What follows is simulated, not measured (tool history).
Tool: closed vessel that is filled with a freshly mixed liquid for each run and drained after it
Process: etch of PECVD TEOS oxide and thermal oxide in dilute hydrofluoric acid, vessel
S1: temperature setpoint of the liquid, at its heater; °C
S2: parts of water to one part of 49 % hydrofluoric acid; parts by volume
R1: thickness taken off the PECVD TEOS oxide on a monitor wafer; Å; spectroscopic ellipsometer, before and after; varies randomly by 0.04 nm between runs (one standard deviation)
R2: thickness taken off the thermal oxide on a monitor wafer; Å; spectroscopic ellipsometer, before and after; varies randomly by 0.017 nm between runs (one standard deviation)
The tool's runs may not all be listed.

Run 1, day 0: S1 25 °C, S2 100 parts by volume, time in the liquid (s) 60. Result: R1 99.962 Å, R2 29.007 Å.
Run 2, day 0.229: S1 22.5 °C, S2 100 parts by volume, time in the liquid (s) 60. Result: R1 90.507 Å, R2 26.749 Å.
Run 3, day 0.483: S1 21 °C, S2 105 parts by volume, time in the liquid (s) 60. Result: R1 81.453 Å, R2 23.619 Å.
Run 4, day 0.817: S1 23 °C, S2 105 parts by volume, time in the liquid (s) 60. Result: R1 86.813 Å, R2 25.261 Å.
Run 5, day 1.112: S1 21 °C, S2 105 parts by volume, time in the liquid (s) 60. Result: R1 80.872 Å, R2 23.06 Å.
Run 6, day 1.438: S1 21 °C, S2 105 parts by volume, time in the liquid (s) 80. Result: R1 109.14 Å, R2 31.535 Å.
Run 7, day 1.533: S1 21 °C, S2 105 parts by volume, time in the liquid (s) 80. Result: R1 106.41 Å, R2 31.186 Å.

Predict the results of run 8:
Run 8, day 1.692: S1 19.5 °C, S2 115 parts by volume, time in the liquid (s) 80. Result: R1 ?, R2 ?.

Run 8 measured R1 91.268 Å, R2 26.737 Å.
